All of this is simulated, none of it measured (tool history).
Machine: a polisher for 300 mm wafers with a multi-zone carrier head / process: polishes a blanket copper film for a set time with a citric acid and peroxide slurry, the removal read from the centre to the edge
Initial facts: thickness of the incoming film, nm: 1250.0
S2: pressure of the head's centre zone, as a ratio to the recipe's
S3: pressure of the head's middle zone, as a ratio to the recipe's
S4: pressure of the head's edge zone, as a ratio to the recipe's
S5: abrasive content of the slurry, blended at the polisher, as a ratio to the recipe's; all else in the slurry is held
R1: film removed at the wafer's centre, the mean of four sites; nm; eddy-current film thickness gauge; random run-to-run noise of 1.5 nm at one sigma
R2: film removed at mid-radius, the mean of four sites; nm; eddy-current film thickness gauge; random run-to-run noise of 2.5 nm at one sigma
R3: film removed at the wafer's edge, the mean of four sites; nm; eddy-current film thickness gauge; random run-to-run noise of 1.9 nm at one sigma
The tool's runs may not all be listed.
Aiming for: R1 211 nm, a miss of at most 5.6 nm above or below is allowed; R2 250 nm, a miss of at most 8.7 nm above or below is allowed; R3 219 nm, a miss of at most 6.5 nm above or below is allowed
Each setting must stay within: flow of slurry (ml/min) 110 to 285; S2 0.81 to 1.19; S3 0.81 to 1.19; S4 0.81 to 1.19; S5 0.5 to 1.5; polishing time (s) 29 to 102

{"run": 1, "hour": 0.0, "flow of slurry (ml/min)": 180, "S2": 1, "S3": 1, "S4": 1, "S5": 1, "polishing time (s)": 65, "R1": 145.01, "R2": 150.41, "R3": 148.98}
{"run": 2, "hour": 3.6, "flow of slurry (ml/min)": 180, "S2": 1, "S3": 0.96, "S4": 1, "S5": 1, "polishing time (s)": 65, "R1": 146.48, "R2": 142.1, "R3": 148.81}
{"run": 3, "hour": 5.9, "flow of slurry (ml/min)": 190, "S2": 1.02, "S3": 1, "S4": 1.03, "S5": 1.1, "polishing time (s)": 67, "R1": 156.79, "R2": 159.43, "R3": 160.02}
{"run": 4, "hour": 10.5, "flow of slurry (ml/min)": 200, "S2": 1.04, "S3": 1.03, "S4": 1.06, "S5": 1.2, "polishing time (s)": 69, "R1": 170.22, "R2": 170.37, "R3": 168.01}
{"run": 5, "hour": 19.3, "flow of slurry (ml/min)": 200, "S2": 1.04, "S3": 1.03, "S4": 1.06, "S5": 1.35, "polishing time (s)": 69, "R1": 174.26, "R2": 176.13, "R3": 174.9}
{"run": 6, "hour": 27.9, "flow of slurry (ml/min)": 200, "S2": 1.04, "S3": 1.03, "S4": 1.06, "S5": 1.15, "polishing time (s)": 69, "R1": 168.51, "R2": 172.6, "R3": 171.54}
{"run": 7, "hour": 30.0, "flow of slurry (ml/min)": 215, "S2": 1.05, "S3": 1.07, "S4": 1.08, "S5": 1.2, "polishing time (s)": 70, "R1": 176.69, "R2": 180.03, "R3": 177.44}
{"run": 8, "hour": 35.3, "flow of slurry (ml/min)": 210, "S2": 1.04, "S3": 1.1, "S4": 1.07, "S5": 1.25, "polishing time (s)": 73, "R1": 186.96, "R2": 197.1, "R3": 183.19}
{"run": 9, "hour": 43.4, "flow of slurry (ml/min)": 215, "S2": 1.03, "S3": 1.12, "S4": 1.09, "S5": 1.3, "polishing time (s)": 75, "R1": 189.38, "R2": 204.25, "R3": 189.97}

5 next moves are on the table. One of them brings every result within its allowed miss. Which?
{"run": "A", "hour": 51.5, "flow of slurry (ml/min)": 190, "S2": 1.03, "S3": 1.05, "S4": 1.11, "S5": 1.3, "polishing time (s)": 90, "R1": "?", "R2": "?", "R3": "?"}
{"run": "B", "hour": 51.5, "flow of slurry (ml/min)": 205, "S2": 0.98, "S3": 1.17, "S4": 1.02, "S5": 1.25, "polishing time (s)": 90, "R1": "?", "R2": "?", "R3": "?"}
{"run": "C", "hour": 51.5, "flow of slurry (ml/min)": 255, "S2": 1, "S3": 0.93, "S4": 1.19, "S5": 1.5, "polishing time (s)": 64, "R1": "?", "R2": "?", "R3": "?"}
{"run": "D", "hour": 51.5, "flow of slurry (ml/min)": 200, "S2": 0.96, "S3": 1.14, "S4": 1.1, "S5": 1.35, "polishing time (s)": 89, "R1": "?", "R2": "?", "R3": "?"}
{"run": "E", "hour": 51.5, "flow of slurry (ml/min)": 215, "S2": 1.02, "S3": 1.12, "S4": 1.11, "S5": 1.25, "polishing time (s)": 85, "R1": "?", "R2": "?", "R3": "?"}

move=A R1=222.54 R2=228.63 R3=231.93
move=B R1=212.7 R2=251.64 R3=221.91
move=C R1=166.29 R2=158.31 R3=182.76
move=D R1=208.9 R2=246.89 R3=231.49
move=E R1=210.72 R2=230.42 R3=219.89
A: nearer than the last run, and not there yet
B: all results in spec
C: moves away from the targets compared with the last run
D: brings the last run's worst result on target, with another outside its allowed miss
E: nearer than the last run, and not there yet
B is the move that brings every result within its allowed miss.
